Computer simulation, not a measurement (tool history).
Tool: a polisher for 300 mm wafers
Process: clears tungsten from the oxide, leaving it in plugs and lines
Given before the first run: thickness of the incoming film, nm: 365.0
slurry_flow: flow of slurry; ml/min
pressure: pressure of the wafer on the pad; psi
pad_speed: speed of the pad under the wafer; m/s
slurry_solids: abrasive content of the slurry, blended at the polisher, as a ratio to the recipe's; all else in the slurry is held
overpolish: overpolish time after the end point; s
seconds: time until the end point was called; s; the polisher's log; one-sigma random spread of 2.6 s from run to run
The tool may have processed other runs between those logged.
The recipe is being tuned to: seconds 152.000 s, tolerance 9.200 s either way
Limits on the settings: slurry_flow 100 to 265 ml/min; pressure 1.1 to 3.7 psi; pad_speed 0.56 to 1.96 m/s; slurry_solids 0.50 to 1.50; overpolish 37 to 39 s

run,hour,slurry_flow,pressure,pad_speed,slurry_solids,overpolish,seconds
1,0.0,170,2.4,1.26,1.00,37,92.309
2,7.6,170,2.3,1.26,1.00,37,96.618
3,12.6,155,2.3,1.26,1.00,37,96.305
4,18.2,155,2.3,1.26,1.15,37,93.551
5,25.8,155,2.3,1.26,1.15,39,92.295
6,31.6,155,2.3,1.04,1.15,39,107.400
7,35.6,155,2.2,1.04,1.15,39,115.290
8,36.2,155,1.6,1.00,1.15,39,161.330

Which one of the following 5 next-run settings gets every result inside its allowed miss? There is exactly one.
A,36.8,145,1.8,0.92,0.85,39,?
B,36.8,195,1.4,0.88,1.45,37,?
C,36.8,145,1.7,0.92,1.00,37,?
D,36.8,170,1.4,1.00,1.20,37,?
E,36.8,170,1.5,1.14,1.15,39,?

move,seconds
A,171.420
B,191.200
C,174.170
D,180.560
E,150.570
A: moves away from the targets compared with the last run
B: moves away from the targets compared with the last run
C: moves away from the targets compared with the last run
D: moves away from the targets compared with the last run
E: each result inside its tolerance
E meets every target.
